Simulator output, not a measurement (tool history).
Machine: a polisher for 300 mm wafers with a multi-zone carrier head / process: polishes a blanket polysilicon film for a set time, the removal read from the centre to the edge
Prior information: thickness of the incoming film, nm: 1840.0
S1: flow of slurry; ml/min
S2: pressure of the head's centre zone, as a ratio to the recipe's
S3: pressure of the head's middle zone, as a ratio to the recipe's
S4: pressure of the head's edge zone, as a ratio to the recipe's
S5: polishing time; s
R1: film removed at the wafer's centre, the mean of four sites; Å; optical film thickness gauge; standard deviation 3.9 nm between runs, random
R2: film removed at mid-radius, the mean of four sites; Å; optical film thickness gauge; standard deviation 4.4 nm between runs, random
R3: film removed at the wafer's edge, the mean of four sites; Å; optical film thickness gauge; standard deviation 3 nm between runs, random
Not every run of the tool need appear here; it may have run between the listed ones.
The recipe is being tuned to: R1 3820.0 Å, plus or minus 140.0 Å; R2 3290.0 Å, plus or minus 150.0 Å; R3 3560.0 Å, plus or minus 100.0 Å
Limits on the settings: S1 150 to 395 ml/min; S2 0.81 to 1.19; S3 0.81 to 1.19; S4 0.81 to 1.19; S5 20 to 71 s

Run 1, day 0.000: S1 250 ml/min, S2 1.00, S3 1.00, S4 1.00, S5 45 s. Result: R1 4280.4 Å, R2 4172.7 Å, R3 4447.2 Å.
Run 2, day 0.192: S1 245 ml/min, S2 1.01, S3 0.99, S4 0.98, S5 44 s. Result: R1 4310.3 Å, R2 4152.9 Å, R3 4233.2 Å.
Run 3, day 0.367: S1 245 ml/min, S2 1.01, S3 0.99, S4 0.98, S5 49 s. Result: R1 4768.7 Å, R2 4586.0 Å, R3 4687.4 Å.
Run 4, day 0.742: S1 305 ml/min, S2 1.01, S3 0.99, S4 0.98, S5 49 s. Result: R1 4926.8 Å, R2 4675.1 Å, R3 4770.1 Å.
Run 5, day 0.796: S1 305 ml/min, S2 0.97, S3 0.99, S4 0.98, S5 49 s. Result: R1 4620.9 Å, R2 4615.9 Å, R3 4815.1 Å.
Run 6, day 0.888: S1 305 ml/min, S2 0.97, S3 0.97, S4 0.96, S5 47 s. Result: R1 4483.4 Å, R2 4385.2 Å, R3 4573.1 Å.
Run 7, day 1.042: S1 305 ml/min, S2 0.97, S3 0.95, S4 0.94, S5 46 s. Result: R1 4431.0 Å, R2 4297.5 Å, R3 4422.8 Å.
Run 8, day 1.200: S1 305 ml/min, S2 0.97, S3 0.93, S4 0.94, S5 45 s. Result: R1 4310.0 Å, R2 4193.1 Å, R3 4324.5 Å.
Run 9, day 1.517: S1 305 ml/min, S2 0.98, S3 0.91, S4 0.94, S5 43 s. Result: R1 4214.8 Å, R2 3878.7 Å, R3 4164.0 Å.
Run 10, day 1.704: S1 305 ml/min, S2 0.98, S3 0.90, S4 0.93, S5 42 s. Result: R1 4059.9 Å, R2 3800.0 Å, R3 4050.6 Å.
Run 11, day 1.875: S1 305 ml/min, S2 0.99, S3 0.89, S4 0.92, S5 41 s. Result: R1 3961.5 Å, R2 3564.8 Å, R3 3915.5 Å.

Of the 4 settings listed for the next run, only one would bring every result within its allowed miss of target. Which one?
Run A, day 2.046: S1 395 ml/min, S2 1.14, S3 0.94, S4 0.88, S5 36 s. Result: R1 ?, R2 ?, R3 ?.
Run B, day 2.046: S1 315 ml/min, S2 1.06, S3 1.13, S4 0.81, S5 39 s. Result: R1 ?, R2 ?, R3 ?.
Run C, day 2.046: S1 330 ml/min, S2 1.06, S3 0.98, S4 0.86, S5 42 s. Result: R1 ?, R2 ?, R3 ?.
Run D, day 2.046: S1 320 ml/min, S2 1.00, S3 0.84, S4 0.84, S5 39 s. Result: R1 ?, R2 ?, R3 ?.

move      R1      R2      R3
   A  4080.2  3367.1  3420.0
   B  4032.7  4069.5  3514.9
   C  4358.0  3986.1  3904.9
   D  3802.2  3335.6  3586.4
A: takes the biggest miss from the last run beyond its target
B: gets the furthest-off result to its target, but another result is out of tolerance
C: the biggest miss grows against the last run
D: hits every target within its allowed miss
Move D is the one to make.
